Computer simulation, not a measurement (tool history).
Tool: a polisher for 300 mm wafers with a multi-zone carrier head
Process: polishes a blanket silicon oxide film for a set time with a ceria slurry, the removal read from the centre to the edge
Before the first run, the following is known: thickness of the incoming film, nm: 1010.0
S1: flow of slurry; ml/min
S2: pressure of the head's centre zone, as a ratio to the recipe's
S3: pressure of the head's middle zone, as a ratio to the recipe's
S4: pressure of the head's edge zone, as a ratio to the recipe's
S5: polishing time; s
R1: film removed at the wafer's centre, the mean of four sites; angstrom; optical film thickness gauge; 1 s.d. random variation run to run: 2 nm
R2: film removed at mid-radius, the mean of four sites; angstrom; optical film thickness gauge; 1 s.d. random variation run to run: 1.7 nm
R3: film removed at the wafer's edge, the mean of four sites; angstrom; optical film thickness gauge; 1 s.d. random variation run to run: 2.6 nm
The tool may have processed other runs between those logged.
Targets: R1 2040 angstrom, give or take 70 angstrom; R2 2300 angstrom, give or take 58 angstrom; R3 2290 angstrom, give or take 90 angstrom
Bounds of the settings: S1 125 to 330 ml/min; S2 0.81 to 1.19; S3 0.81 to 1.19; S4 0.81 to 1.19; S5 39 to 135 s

run  hour   S1    S2    S3    S4  S5      R1      R2      R3
  1     0  210     1     1     1  87  2417.4  2372.4  2497.6
  2   1.5  210     1     1     1  98  2739.3    2677  2766.3
  3   3.1  195  0.95  0.99  0.95  95  2499.9  2544.7  2617.1
  4  10.8  195  1.01  0.99  0.95  95  2596.7  2522.1  2589.5
  5  12.5  180  0.95  0.99  0.91  93  2406.3  2463.2    2409
  6  18.8  170   0.9  0.98  0.91  92  2215.5  2340.3  2462.2
  7  27.5  160  0.89  0.99  0.89  91  2171.2  2310.8  2379.8
  8  35.8  155  0.88     1  0.88  91  2144.2  2352.4  2393.7

Below are 5 possible settings for the next run. Only one of them brings all results inside the allowed miss of their targets. Which is it?
  A  44.1  125  0.82  0.94  0.99  97   ?   ?   ?
  B  44.1  150  0.93  0.96   0.9  93   ?   ?   ?
  C  44.1  135  0.86  0.99  0.86  93   ?   ?   ?
  D  44.1  150  0.91  0.97  0.91  94   ?   ?   ?
  E  44.1  135  0.83  0.98   0.9  97   ?   ?   ?

move      R1      R2      R3
   A  1991.3  2255.1  2534.8
   B  2248.2  2304.3  2400.6
   C  2039.1    2306  2308.4
   D  2229.3  2349.6  2438.4
   E  2061.6  2384.9  2458.3
A: meets the target for the result that was furthest off, but another lies outside its allowed miss
B: misses by more than the last run did
C: meets every target
D: misses by more than the last run did
E: meets the target for the result that was furthest off, but another lies outside its allowed miss
Answer: C
